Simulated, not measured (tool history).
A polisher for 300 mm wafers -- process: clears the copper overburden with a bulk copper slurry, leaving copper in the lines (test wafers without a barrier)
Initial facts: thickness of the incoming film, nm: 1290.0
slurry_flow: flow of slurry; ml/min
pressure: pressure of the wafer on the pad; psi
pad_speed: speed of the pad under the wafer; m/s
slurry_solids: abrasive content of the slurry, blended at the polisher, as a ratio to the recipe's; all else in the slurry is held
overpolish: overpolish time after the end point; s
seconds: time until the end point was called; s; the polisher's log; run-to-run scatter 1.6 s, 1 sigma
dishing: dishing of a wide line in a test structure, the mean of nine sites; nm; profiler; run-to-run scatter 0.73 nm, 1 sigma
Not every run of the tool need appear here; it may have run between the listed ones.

run    day  slurry_flow  pressure  pad_speed  slurry_solids  overpolish  seconds  dishing
  1  0.000          200       3.0       1.00           1.00          10   111.03   55.937
  2  0.188          195       2.7       1.00           1.00          10   123.30   52.709
  3  0.304          195       2.7       1.00           0.85          10   126.38   50.784
  4  0.504          195       2.7       1.00           0.85           6   123.75   35.063
  5  0.746          195       2.7       1.00           0.85           8   128.31   42.872
  6  0.775          190       2.5       1.00           0.85           8   135.89   39.942
  7  0.812          185       2.3       1.00           0.85           8   148.85   37.614

What does the tool deliver on the next run?
  8  1.004          180       2.2       1.00           0.85           8        ?        ?

seconds: 155.58 s
dishing: 37.349 nm

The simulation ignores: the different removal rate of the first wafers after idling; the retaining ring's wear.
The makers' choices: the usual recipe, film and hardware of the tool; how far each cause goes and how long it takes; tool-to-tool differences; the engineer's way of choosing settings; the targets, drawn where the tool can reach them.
